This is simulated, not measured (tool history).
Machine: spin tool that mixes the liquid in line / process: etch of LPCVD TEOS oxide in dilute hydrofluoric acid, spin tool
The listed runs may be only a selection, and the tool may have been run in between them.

run,hour,temperature setpoint of the liquid (C),parts of water to one part of 49 % hydrofluoric acid (parts by volume),time under the liquid (s),thickness taken off the LPCVD TEOS oxide on a monitor wafer (angstrom)
1,0.0,21.0,180,305,755.54
2,5.5,23.0,160,305,942.25
3,13.3,24.5,150,305,1076.80
4,14.2,26.0,140,305,1235.80
5,16.8,26.0,140,305,1219.70
6,18.5,26.0,185,305,880.81
7,26.3,29.0,115,305,1724.60

Run 8 comes next. What will it give?
8,27.3,28.5,115,305,?

thickness taken off the LPCVD TEOS oxide on a monitor wafer (angstrom): 1687.80
